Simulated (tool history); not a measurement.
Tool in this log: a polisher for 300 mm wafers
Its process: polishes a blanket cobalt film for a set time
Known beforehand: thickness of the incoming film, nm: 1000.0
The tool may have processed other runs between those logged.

run  hour  flow of slurry (ml/min)  pressure of the wafer on the pad (kPa)  speed of the pad under the wafer (cm/s)  polishing time (s)  film removed (Å)
  1   0.0                      170                                    11.7                                      114                  45            2028.2
  2   9.1                      185                                    12.4                                      114                  45            2160.5
  3  16.8                      185                                    12.4                                      114                  45            2187.1
  4  25.7                      185                                    11.0                                      114                  45            1955.5
  5  31.5                      220                                    11.0                                      114                  45            2001.1
  6  40.3                      225                                    11.7                                      114                  45            2085.2
  7  43.8                      225                                    12.4                                      114                  45            2233.4

For run 8, what comes out?
  8  49.6                      225                                    12.4                                      114                  45                 ?

film removed (Å): 2223.3

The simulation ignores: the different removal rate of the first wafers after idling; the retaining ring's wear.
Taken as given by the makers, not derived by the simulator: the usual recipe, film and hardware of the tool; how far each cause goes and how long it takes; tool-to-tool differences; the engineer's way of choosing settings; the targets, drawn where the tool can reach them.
